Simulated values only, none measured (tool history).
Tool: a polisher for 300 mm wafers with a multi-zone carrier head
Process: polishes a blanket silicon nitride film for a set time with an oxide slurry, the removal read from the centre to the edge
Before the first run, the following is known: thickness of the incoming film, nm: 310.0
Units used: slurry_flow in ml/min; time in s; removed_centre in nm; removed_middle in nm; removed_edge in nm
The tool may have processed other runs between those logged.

run 1 hour=0.0 | slurry_flow=290 centre_zone=1.00 middle_zone=1.00 edge_zone=1.00 slurry_solids=1.00 time=86 | removed_centre=49.822 removed_middle=54.819 removed_edge=54.250
run 2 hour=6.7 | slurry_flow=290 centre_zone=1.00 middle_zone=1.06 edge_zone=1.00 slurry_solids=1.00 time=86 | removed_centre=47.949 removed_middle=57.757 removed_edge=54.055
run 3 hour=15.6 | slurry_flow=265 centre_zone=1.00 middle_zone=1.06 edge_zone=1.00 slurry_solids=1.00 time=86 | removed_centre=48.931 removed_middle=56.478 removed_edge=53.461
run 4 hour=19.0 | slurry_flow=240 centre_zone=1.04 middle_zone=1.05 edge_zone=0.95 slurry_solids=0.85 time=75 | removed_centre=40.544 removed_middle=45.048 removed_edge=42.641
run 5 hour=22.3 | slurry_flow=225 centre_zone=1.09 middle_zone=1.04 edge_zone=0.91 slurry_solids=0.75 time=67 | removed_centre=36.755 removed_middle=39.091 removed_edge=35.087
run 6 hour=25.0 | slurry_flow=225 centre_zone=1.09 middle_zone=1.04 edge_zone=0.91 slurry_solids=0.85 time=67 | removed_centre=38.232 removed_middle=40.511 removed_edge=37.199
run 7 hour=31.5 | slurry_flow=230 centre_zone=1.12 middle_zone=1.01 edge_zone=0.89 slurry_solids=0.75 time=62 | removed_centre=35.834 removed_middle=34.138 removed_edge=32.481
run 8 hour=32.6 | slurry_flow=235 centre_zone=1.15 middle_zone=1.03 edge_zone=0.81 slurry_solids=0.50 time=53 | removed_centre=26.302 removed_middle=26.173 removed_edge=22.612
run 9 hour=36.0 | slurry_flow=250 centre_zone=1.16 middle_zone=1.02 edge_zone=0.82 slurry_solids=0.50 time=53 | removed_centre=26.333 removed_middle=25.712 removed_edge=22.639
run 10 hour=40.2 | slurry_flow=240 centre_zone=1.17 middle_zone=1.01 edge_zone=0.82 slurry_solids=0.55 time=53 | removed_centre=27.703 removed_middle=26.485 removed_edge=23.689
run 11 hour=43.8 | slurry_flow=240 centre_zone=1.18 middle_zone=1.00 edge_zone=0.82 slurry_solids=0.60 time=53 | removed_centre=29.131 removed_middle=27.515 removed_edge=24.609

Estimate the outcome of run 12 from the log above:
run 12 hour=49.4 | slurry_flow=240 centre_zone=1.18 middle_zone=0.99 edge_zone=0.82 slurry_solids=0.60 time=53 | removed_centre=? removed_middle=? removed_edge=?

Run 12 gave removed_centre 29.205 nm, removed_middle 26.862 nm, removed_edge 24.716 nm.
